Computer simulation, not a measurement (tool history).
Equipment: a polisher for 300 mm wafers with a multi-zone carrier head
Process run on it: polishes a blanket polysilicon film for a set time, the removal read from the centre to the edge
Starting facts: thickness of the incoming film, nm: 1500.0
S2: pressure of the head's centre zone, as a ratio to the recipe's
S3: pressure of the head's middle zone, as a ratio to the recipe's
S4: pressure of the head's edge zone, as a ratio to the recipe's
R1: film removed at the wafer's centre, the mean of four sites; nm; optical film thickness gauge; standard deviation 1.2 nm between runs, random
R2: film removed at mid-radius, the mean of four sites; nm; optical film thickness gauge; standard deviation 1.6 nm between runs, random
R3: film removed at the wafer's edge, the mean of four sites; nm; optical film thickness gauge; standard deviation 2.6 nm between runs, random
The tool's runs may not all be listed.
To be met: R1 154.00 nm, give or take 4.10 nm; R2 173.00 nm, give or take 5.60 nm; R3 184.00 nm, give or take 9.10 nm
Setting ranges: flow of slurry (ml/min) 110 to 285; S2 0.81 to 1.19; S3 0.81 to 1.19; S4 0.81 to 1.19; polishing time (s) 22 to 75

{"run": 1, "day": 0.0, "flow of slurry (ml/min)": 180, "S2": 1.0, "S3": 1.0, "S4": 1.0, "polishing time (s)": 48, "R1": 292.75, "R2": 301.02, "R3": 298.6}
{"run": 2, "day": 0.342, "flow of slurry (ml/min)": 170, "S2": 0.97, "S3": 0.98, "S4": 0.99, "polishing time (s)": 45, "R1": 266.34, "R2": 273.36, "R3": 275.52}
{"run": 3, "day": 0.688, "flow of slurry (ml/min)": 165, "S2": 0.94, "S3": 0.97, "S4": 0.99, "polishing time (s)": 42, "R1": 239.94, "R2": 247.58, "R3": 256.28}
{"run": 4, "day": 0.95, "flow of slurry (ml/min)": 165, "S2": 0.94, "S3": 0.89, "S4": 0.99, "polishing time (s)": 42, "R1": 238.02, "R2": 233.93, "R3": 253.85}
{"run": 5, "day": 1.017, "flow of slurry (ml/min)": 165, "S2": 0.9, "S3": 0.89, "S4": 0.99, "polishing time (s)": 42, "R1": 228.97, "R2": 234.73, "R3": 261.91}
{"day": 1.367, "done": "worn pad replaced by a new one"}
{"run": 6, "day": 1.367, "flow of slurry (ml/min)": 160, "S2": 0.89, "S3": 0.9, "S4": 0.98, "polishing time (s)": 40, "R1": 231.39, "R2": 240.57, "R3": 259.64}
{"run": 7, "day": 1.538, "flow of slurry (ml/min)": 150, "S2": 0.89, "S3": 0.92, "S4": 1.01, "polishing time (s)": 37, "R1": 211.24, "R2": 224.92, "R3": 249.81}
{"run": 8, "day": 1.808, "flow of slurry (ml/min)": 145, "S2": 0.88, "S3": 0.92, "S4": 0.99, "polishing time (s)": 34, "R1": 190.76, "R2": 207.2, "R3": 223.8}
{"run": 9, "day": 1.992, "flow of slurry (ml/min)": 140, "S2": 0.87, "S3": 0.91, "S4": 0.98, "polishing time (s)": 33, "R1": 180.51, "R2": 197.38, "R3": 216.34}
{"run": 10, "day": 2.246, "flow of slurry (ml/min)": 135, "S2": 0.86, "S3": 0.9, "S4": 0.96, "polishing time (s)": 33, "R1": 178.9, "R2": 189.42, "R3": 209.07}
{"run": 11, "day": 2.608, "flow of slurry (ml/min)": 135, "S2": 0.85, "S3": 0.91, "S4": 0.95, "polishing time (s)": 32, "R1": 171.21, "R2": 191.16, "R3": 205.67}
{"run": 12, "day": 2.825, "flow of slurry (ml/min)": 130, "S2": 0.84, "S3": 0.9, "S4": 0.94, "polishing time (s)": 32, "R1": 164.95, "R2": 182.93, "R3": 205.11}
{"run": 13, "day": 3.079, "flow of slurry (ml/min)": 130, "S2": 0.84, "S3": 0.91, "S4": 0.92, "polishing time (s)": 32, "R1": 165.58, "R2": 189.93, "R3": 196.85}
{"run": 14, "day": 3.188, "flow of slurry (ml/min)": 125, "S2": 0.84, "S3": 0.9, "S4": 0.91, "polishing time (s)": 32, "R1": 164.58, "R2": 180.02, "R3": 196.36}
{"run": 15, "day": 3.288, "flow of slurry (ml/min)": 125, "S2": 0.84, "S3": 0.9, "S4": 0.9, "polishing time (s)": 32, "R1": 167.04, "R2": 185.27, "R3": 197.5}
{"run": 16, "day": 3.592, "flow of slurry (ml/min)": 125, "S2": 0.84, "S3": 0.9, "S4": 0.89, "polishing time (s)": 32, "R1": 166.39, "R2": 182.82, "R3": 192.69}

4 candidate next runs follow, results not yet known. Just one meets every target within its allowed miss. Identify it.
{"run": "A", "day": 3.896, "flow of slurry (ml/min)": 110, "S2": 0.87, "S3": 0.82, "S4": 0.97, "polishing time (s)": 34, "R1": "?", "R2": "?", "R3": "?"}
{"run": "B", "day": 3.896, "flow of slurry (ml/min)": 115, "S2": 0.94, "S3": 0.9, "S4": 0.81, "polishing time (s)": 31, "R1": "?", "R2": "?", "R3": "?"}
{"run": "C", "day": 3.896, "flow of slurry (ml/min)": 110, "S2": 0.85, "S3": 0.92, "S4": 0.87, "polishing time (s)": 31, "R1": "?", "R2": "?", "R3": "?"}
{"run": "D", "day": 3.896, "flow of slurry (ml/min)": 115, "S2": 0.81, "S3": 0.97, "S4": 0.82, "polishing time (s)": 32, "R1": "?", "R2": "?", "R3": "?"}

move=A R1=174.59 R2=173.37 R3=212.25
move=B R1=174.78 R2=172.86 R3=181.96
move=C R1=155.60 R2=173.84 R3=185.18
move=D R1=155.34 R2=190.08 R3=188.50
A: further off than the last run
B: further off than the last run
C: all results in spec
D: corrects the largest miss of the last run, while another result sits out of spec
The right move is C.

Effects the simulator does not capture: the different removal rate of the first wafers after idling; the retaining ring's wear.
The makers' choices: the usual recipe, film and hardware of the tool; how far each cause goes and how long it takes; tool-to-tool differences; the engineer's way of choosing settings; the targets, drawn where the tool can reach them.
